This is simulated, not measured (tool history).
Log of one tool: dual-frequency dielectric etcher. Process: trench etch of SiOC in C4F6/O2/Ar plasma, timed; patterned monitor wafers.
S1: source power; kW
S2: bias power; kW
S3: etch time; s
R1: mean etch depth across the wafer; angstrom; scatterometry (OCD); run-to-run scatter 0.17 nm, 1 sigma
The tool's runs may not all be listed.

{"run": 1, "hour": 0.0, "S1": 0.35, "S2": 0.243, "S3": 31.5, "R1": 715.61}
{"run": 2, "hour": 6.9, "S1": 0.35, "S2": 0.21, "S3": 31.5, "R1": 682.41}
{"run": 3, "hour": 9.0, "S1": 0.35, "S2": 0.189, "S3": 31.5, "R1": 658.77}
{"run": 4, "hour": 13.8, "S1": 0.37, "S2": 0.19, "S3": 31.5, "R1": 674.05}
{"run": 5, "hour": 19.1, "S1": 0.38, "S2": 0.191, "S3": 31.5, "R1": 680.46}
{"run": 6, "hour": 26.8, "S1": 0.38, "S2": 0.211, "S3": 31.5, "R1": 705.44}
{"run": 7, "hour": 29.2, "S1": 0.39, "S2": 0.212, "S3": 31.5, "R1": 713.86}

The next listed run, before its measurement:
{"run": 8, "hour": 30.6, "S1": 0.4, "S2": 0.213, "S3": 31.5, "R1": "?"}

R1: 715.94 angstrom
